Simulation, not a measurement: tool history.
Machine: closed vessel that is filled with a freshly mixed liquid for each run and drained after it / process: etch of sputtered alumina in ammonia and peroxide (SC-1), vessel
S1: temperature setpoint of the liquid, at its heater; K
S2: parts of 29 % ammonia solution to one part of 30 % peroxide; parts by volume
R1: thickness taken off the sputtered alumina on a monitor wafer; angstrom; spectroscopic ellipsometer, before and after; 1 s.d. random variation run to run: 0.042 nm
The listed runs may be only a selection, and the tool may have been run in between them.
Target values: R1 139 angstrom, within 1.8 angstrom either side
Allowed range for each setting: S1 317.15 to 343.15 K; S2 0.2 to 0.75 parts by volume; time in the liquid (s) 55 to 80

run 1 hour=0 | S1=333.15 S2=0.45 time_in_the_liquid_(s)=80 | R1=89.745
run 2 hour=4 | S1=333.15 S2=0.45 time_in_the_liquid_(s)=80 | R1=90.451
run 3 hour=10.8 | S1=336.15 S2=0.45 time_in_the_liquid_(s)=80 | R1=104.9
run 4 hour=13.7 | S1=338.15 S2=0.45 time_in_the_liquid_(s)=80 | R1=115.43
run 5 hour=16 | S1=339.65 S2=0.45 time_in_the_liquid_(s)=80 | R1=125.16
-- hour=24.4 thermometer replaced
run 6 hour=24.4 | S1=339.65 S2=0.5 time_in_the_liquid_(s)=80 | R1=119.76
run 7 hour=28.4 | S1=340.65 S2=0.5 time_in_the_liquid_(s)=80 | R1=126.12
run 8 hour=30.6 | S1=341.15 S2=0.5 time_in_the_liquid_(s)=80 | R1=128.9
run 9 hour=31.6 | S1=341.65 S2=0.5 time_in_the_liquid_(s)=80 | R1=132

Next run, 4 choices. One meets every target within its allowed miss, the rest don't. Which?
run A hour=32.6 | S1=342.15 S2=0.5 time_in_the_liquid_(s)=80 | R1=?
run B hour=32.6 | S1=341.15 S2=0.75 time_in_the_liquid_(s)=80 | R1=?
run C hour=32.6 | S1=343.15 S2=0.4 time_in_the_liquid_(s)=80 | R1=?
run D hour=32.6 | S1=342.15 S2=0.45 time_in_the_liquid_(s)=80 | R1=?

move=A R1=135.94
move=B R1=134.56
move=C R1=139.69
move=D R1=134.6
A: closer than the last run, but not yet in spec
B: closer than the last run, but not yet in spec
C: meets every target
D: closer than the last run, but not yet in spec
The move that meets every target is C.
